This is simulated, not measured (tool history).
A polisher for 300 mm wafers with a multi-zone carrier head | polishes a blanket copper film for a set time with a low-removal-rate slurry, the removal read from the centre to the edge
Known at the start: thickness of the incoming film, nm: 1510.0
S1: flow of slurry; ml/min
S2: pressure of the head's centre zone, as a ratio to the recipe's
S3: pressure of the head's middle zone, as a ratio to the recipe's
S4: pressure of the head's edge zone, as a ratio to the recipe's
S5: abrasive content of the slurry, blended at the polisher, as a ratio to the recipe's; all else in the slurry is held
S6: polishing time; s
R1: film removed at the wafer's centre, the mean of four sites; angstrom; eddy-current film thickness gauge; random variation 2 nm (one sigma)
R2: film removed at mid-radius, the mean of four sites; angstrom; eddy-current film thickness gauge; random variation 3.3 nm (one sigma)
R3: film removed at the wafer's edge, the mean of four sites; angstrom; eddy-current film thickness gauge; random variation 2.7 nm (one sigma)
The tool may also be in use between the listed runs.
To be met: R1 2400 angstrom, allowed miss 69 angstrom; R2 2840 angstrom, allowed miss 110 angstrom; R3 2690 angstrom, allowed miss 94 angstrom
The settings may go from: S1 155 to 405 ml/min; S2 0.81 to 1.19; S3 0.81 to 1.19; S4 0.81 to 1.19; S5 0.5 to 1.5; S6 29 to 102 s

run  hour   S1    S2    S3    S4    S5  S6      R1      R2      R3
  1     0  260     1     1     1     1  65  2738.1  2791.4  2826.9
  2   7.1  250  0.97  1.02  0.98     1  65  2665.4  2907.5  2726.1
  3  14.4  240  0.94  1.01  0.99     1  65  2567.2  2828.4  2785.5
  4  20.2  240  0.94  1.01  0.99     1  72    2823  3114.3  3117.3
  5  21.1  235  0.91     1  0.95   0.9  72  2726.8  3020.8  3029.6
  6    24  235  0.91     1  0.95   0.9  83  3071.2    3508  3428.8
  7  29.4  235  0.89  1.01  0.92  0.75  79  2764.1  3209.4  3097.8
  8  35.5  235  0.88  1.01   0.9  0.65  78  2608.6  3037.1  2967.7
  9  42.2  235  0.88  1.01  0.88   0.6  77  2503.5  3000.9  2872.9
 10  50.8  215   0.9  0.97  0.81   0.5  76  2433.7  2669.5  2595.7
 11    59  220  0.89  0.98  0.82   0.5  76  2402.7  2741.7    2615

Which of these 5 next moves meets every target?
  A  67.2  335  0.88  0.94  0.82   0.5  72   ?   ?   ?
  B  67.2  255  0.93  0.95  0.81  0.75  65   ?   ?   ?
  C  67.2  205  0.87  1.09  0.81   0.6  76   ?   ?   ?
  D  67.2  245  0.95  1.11  0.81  0.55  71   ?   ?   ?
  E  67.2  225  0.85  0.97  0.81   0.5  79   ?   ?   ?

move      R1      R2      R3
   A  2348.2  2681.3  2597.5
   B  2358.1  2576.2  2483.1
   C  2379.2    3132  2702.7
   D  2457.2  2996.1  2528.9
   E  2363.8  2883.8  2741.1
A: further off than the last run
B: further off than the last run
C: takes the result that was furthest off past its target
D: takes the result that was furthest off past its target
E: meets every target
Answer: E
